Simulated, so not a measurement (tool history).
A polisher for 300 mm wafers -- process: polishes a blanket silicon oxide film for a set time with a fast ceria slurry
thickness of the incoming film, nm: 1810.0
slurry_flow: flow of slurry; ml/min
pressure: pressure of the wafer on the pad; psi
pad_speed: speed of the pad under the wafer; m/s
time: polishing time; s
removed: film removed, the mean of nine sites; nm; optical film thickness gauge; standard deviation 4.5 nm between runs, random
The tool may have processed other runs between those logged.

{"run": 1, "hour": 0.0, "slurry_flow": 300, "pressure": 3.2, "pad_speed": 1.28, "time": 40, "removed": 999.04}
{"run": 2, "hour": 7.5, "slurry_flow": 300, "pressure": 2.7, "pad_speed": 1.26, "time": 40, "removed": 847.41}
{"run": 3, "hour": 8.3, "slurry_flow": 300, "pressure": 2.3, "pad_speed": 1.24, "time": 40, "removed": 703.19}
{"run": 4, "hour": 13.0, "slurry_flow": 300, "pressure": 2.1, "pad_speed": 1.24, "time": 40, "removed": 649.94}
{"run": 5, "hour": 15.5, "slurry_flow": 335, "pressure": 2.1, "pad_speed": 1.24, "time": 40, "removed": 662.15}
{"run": 6, "hour": 16.9, "slurry_flow": 335, "pressure": 1.9, "pad_speed": 1.24, "time": 40, "removed": 603.21}

Estimate the outcome of run 7 from the log above:
{"run": 7, "hour": 17.5, "slurry_flow": 330, "pressure": 1.5, "pad_speed": 1.24, "time": 40, "removed": "?"}

removed: 474.77 nm
